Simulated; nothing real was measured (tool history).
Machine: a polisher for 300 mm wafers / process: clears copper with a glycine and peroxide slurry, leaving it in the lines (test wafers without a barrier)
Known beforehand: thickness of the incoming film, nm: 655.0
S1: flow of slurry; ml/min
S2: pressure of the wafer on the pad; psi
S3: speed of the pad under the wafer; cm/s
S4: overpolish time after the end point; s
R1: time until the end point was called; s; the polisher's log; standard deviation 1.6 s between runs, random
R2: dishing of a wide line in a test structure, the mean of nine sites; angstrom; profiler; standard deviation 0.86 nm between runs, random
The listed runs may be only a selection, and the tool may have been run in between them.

Run 1, hour 0.0: S1 195 ml/min, S2 3.1 psi, S3 126 cm/s, S4 23 s. Result: R1 73.754 s, R2 897.32 angstrom.
Run 2, hour 8.7: S1 195 ml/min, S2 3.1 psi, S3 126 cm/s, S4 28 s. Result: R1 72.588 s, R2 914.96 angstrom.
Run 3, hour 17.1: S1 175 ml/min, S2 2.7 psi, S3 138 cm/s, S4 22 s. Result: R1 77.930 s, R2 839.07 angstrom.
Run 4, hour 23.8: S1 210 ml/min, S2 2.4 psi, S3 144 cm/s, S4 18 s. Result: R1 77.534 s, R2 746.67 angstrom.
Run 5, hour 32.6: S1 235 ml/min, S2 2.1 psi, S3 146 cm/s, S4 15 s. Result: R1 81.468 s, R2 631.19 angstrom.
Run 6, hour 34.3: S1 235 ml/min, S2 1.5 psi, S3 146 cm/s, S4 15 s. Result: R1 103.990 s, R2 547.55 angstrom.
Run 7, hour 37.0: S1 255 ml/min, S2 1.5 psi, S3 150 cm/s, S4 13 s. Result: R1 97.176 s, R2 522.54 angstrom.

Run 8 is up next; what results do you expect?
Run 8, hour 43.7: S1 270 ml/min, S2 1.5 psi, S3 154 cm/s, S4 11 s. Result: R1 ?, R2 ?.

R1: 97.272 s
R2: 467.88 angstrom
